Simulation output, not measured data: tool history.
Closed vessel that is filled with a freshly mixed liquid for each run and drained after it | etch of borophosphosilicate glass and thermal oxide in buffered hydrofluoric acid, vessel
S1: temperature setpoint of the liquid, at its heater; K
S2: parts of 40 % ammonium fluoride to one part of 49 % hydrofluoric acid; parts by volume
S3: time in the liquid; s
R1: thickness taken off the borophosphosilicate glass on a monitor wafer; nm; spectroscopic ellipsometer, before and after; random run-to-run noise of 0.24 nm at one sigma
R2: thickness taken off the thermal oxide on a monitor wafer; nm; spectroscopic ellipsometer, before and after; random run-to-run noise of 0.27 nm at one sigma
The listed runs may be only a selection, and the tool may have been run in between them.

run,hour,S1,S2,S3,R1,R2
1,0,296.15,10,60,76.009,63.944
2,8,296.15,7.5,60,100.07,83.312
3,11.1,293.15,7.5,60,84.414,70.488
4,14,292.65,8,60,76.377,63.581
5,17,292.65,8,70,89.362,74.654
6,18.4,292.15,8.5,70,81.445,67.696
7,20.9,292.15,9,70,76.054,63.472

The next listed run, before its measurement:
8,23.2,291.15,10,70,?,?

{"run 8": {"R1": 67.62, "R2": 56.962}}
